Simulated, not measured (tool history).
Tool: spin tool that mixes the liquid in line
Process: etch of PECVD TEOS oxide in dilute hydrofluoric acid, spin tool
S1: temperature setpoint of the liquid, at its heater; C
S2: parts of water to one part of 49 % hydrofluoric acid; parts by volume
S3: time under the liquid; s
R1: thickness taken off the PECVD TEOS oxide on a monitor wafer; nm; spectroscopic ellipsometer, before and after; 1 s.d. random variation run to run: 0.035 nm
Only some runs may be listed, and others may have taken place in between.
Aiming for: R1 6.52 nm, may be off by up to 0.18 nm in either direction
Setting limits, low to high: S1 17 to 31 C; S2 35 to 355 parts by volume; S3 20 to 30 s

run    day    S1   S2  S3      R1
  1      0    23  195  30  2.2941
  2   0.05  24.5  170  30  2.8849
  3  0.138  25.5  155  30  3.3354
  4   0.25  25.5  155  20  2.2213
  5  0.429  26.5  130  20  2.8246
  6  0.592  26.5  190  20   1.812
  7  0.621    25  160  20  2.1311
     0.917  -- thermometer replaced
  8  0.917    29   80  30  7.6396
  9  1.225  28.5   80  30   7.461
 10  1.308  28.5   80  30  7.4841
 11  1.521    28   80  30  7.3174
 12  1.562  27.5   80  30  7.1532

Exactly one of the 4 candidate moves below puts every result within its allowed miss. Which one?
  A  1.604    26  65  25   ?
  B  1.604  29.5  80  25   ?
  C  1.604    29  85  25   ?
  D  1.604    26  80  30   ?

move      R1
   A  7.1471
   B  6.5215
   C  5.9785
   D  6.8291
A: about as far from the targets as the last run
B: hits every target within its allowed miss
C: carries the result that was furthest off beyond its target, to the other side
D: closes in on the targets versus the last run, not all within tolerance yet
So the answer is move B, the one that meets all the targets.
